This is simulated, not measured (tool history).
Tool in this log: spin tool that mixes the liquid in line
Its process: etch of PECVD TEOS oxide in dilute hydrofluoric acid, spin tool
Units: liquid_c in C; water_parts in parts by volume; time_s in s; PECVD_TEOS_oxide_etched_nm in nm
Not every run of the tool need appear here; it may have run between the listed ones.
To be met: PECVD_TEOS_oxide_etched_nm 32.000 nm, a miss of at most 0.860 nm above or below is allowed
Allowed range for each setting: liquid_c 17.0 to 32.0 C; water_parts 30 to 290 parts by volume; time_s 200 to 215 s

run 1 hour=0.0 | liquid_c=24.0 water_parts=160 time_s=200 | PECVD_TEOS_oxide_etched_nm=26.008
run 2 hour=5.9 | liquid_c=21.0 water_parts=160 time_s=200 | PECVD_TEOS_oxide_etched_nm=23.252
run 3 hour=12.2 | liquid_c=23.5 water_parts=160 time_s=200 | PECVD_TEOS_oxide_etched_nm=25.587
run 4 hour=19.8 | liquid_c=23.5 water_parts=160 time_s=215 | PECVD_TEOS_oxide_etched_nm=27.487
run 5 hour=22.6 | liquid_c=23.5 water_parts=160 time_s=215 | PECVD_TEOS_oxide_etched_nm=27.664
run 6 hour=26.1 | liquid_c=23.5 water_parts=190 time_s=215 | PECVD_TEOS_oxide_etched_nm=22.585
run 7 hour=31.5 | liquid_c=26.0 water_parts=185 time_s=215 | PECVD_TEOS_oxide_etched_nm=25.555
run 8 hour=33.7 | liquid_c=26.0 water_parts=185 time_s=215 | PECVD_TEOS_oxide_etched_nm=25.294
run 9 hour=35.5 | liquid_c=30.0 water_parts=180 time_s=215 | PECVD_TEOS_oxide_etched_nm=30.052
run 10 hour=42.7 | liquid_c=30.5 water_parts=180 time_s=215 | PECVD_TEOS_oxide_etched_nm=30.757

Next run, 5 choices. One meets every target within its allowed miss, the rest don't. Which?
run A hour=49.9 | liquid_c=32.0 water_parts=185 time_s=205 | PECVD_TEOS_oxide_etched_nm=?
run B hour=49.9 | liquid_c=29.5 water_parts=180 time_s=215 | PECVD_TEOS_oxide_etched_nm=?
run C hour=49.9 | liquid_c=28.5 water_parts=165 time_s=215 | PECVD_TEOS_oxide_etched_nm=?
run D hour=49.9 | liquid_c=27.0 water_parts=160 time_s=200 | PECVD_TEOS_oxide_etched_nm=?
run E hour=49.9 | liquid_c=29.0 water_parts=185 time_s=215 | PECVD_TEOS_oxide_etched_nm=?

move=A PECVD_TEOS_oxide_etched_nm=30.172
move=B PECVD_TEOS_oxide_etched_nm=30.008
move=C PECVD_TEOS_oxide_etched_nm=32.183
move=D PECVD_TEOS_oxide_etched_nm=29.411
move=E PECVD_TEOS_oxide_etched_nm=28.510
A: moves away from the targets compared with the last run
B: moves away from the targets compared with the last run
C: all results in spec
D: moves away from the targets compared with the last run
E: moves away from the targets compared with the last run
C is the move that brings every result within its allowed miss.

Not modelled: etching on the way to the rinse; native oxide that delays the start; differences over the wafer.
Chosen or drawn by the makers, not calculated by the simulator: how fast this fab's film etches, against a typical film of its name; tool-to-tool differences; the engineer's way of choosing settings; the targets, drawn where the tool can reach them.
